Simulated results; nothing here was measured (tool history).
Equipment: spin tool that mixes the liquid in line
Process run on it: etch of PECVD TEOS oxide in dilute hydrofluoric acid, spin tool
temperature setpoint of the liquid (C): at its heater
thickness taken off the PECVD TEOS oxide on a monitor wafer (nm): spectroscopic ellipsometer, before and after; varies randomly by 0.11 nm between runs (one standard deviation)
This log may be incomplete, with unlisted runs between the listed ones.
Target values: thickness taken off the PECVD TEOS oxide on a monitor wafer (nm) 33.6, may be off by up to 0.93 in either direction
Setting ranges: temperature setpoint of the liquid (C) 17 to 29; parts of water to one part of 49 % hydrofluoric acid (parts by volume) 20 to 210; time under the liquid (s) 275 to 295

run,hour,temperature setpoint of the liquid (C),parts of water to one part of 49 % hydrofluoric acid (parts by volume),time under the liquid (s),thickness taken off the PECVD TEOS oxide on a monitor wafer (nm)
1,0,21,115,275,20.742
2,3.7,21,115,275,20.577
3,9.9,21,140,275,16.622
4,11.7,23.5,125,275,20.795
5,13.6,25,115,275,24.098
6,14.4,26,110,275,26.626
7,16.4,27,105,275,28.893
8,25.1,27.5,100,275,31.272
9,31,28,100,275,32.002
10,37.8,28.5,100,275,32.408

Below are 4 possible settings for the next run. Only one of them brings all results inside the allowed miss of their targets. Which is it?
A,44.6,21,80,275,?
B,44.6,28.5,105,275,?
C,44.6,29,110,275,?
D,44.6,26.5,90,275,?

move,thickness taken off the PECVD TEOS oxide on a monitor wafer (nm)
A,30.915
B,30.705
C,29.665
D,33.844
A: lands further from the targets than the last run did
B: lands further from the targets than the last run did
C: lands further from the targets than the last run did
D: hits every target within its allowed miss
Correct choice: D, which meets every target

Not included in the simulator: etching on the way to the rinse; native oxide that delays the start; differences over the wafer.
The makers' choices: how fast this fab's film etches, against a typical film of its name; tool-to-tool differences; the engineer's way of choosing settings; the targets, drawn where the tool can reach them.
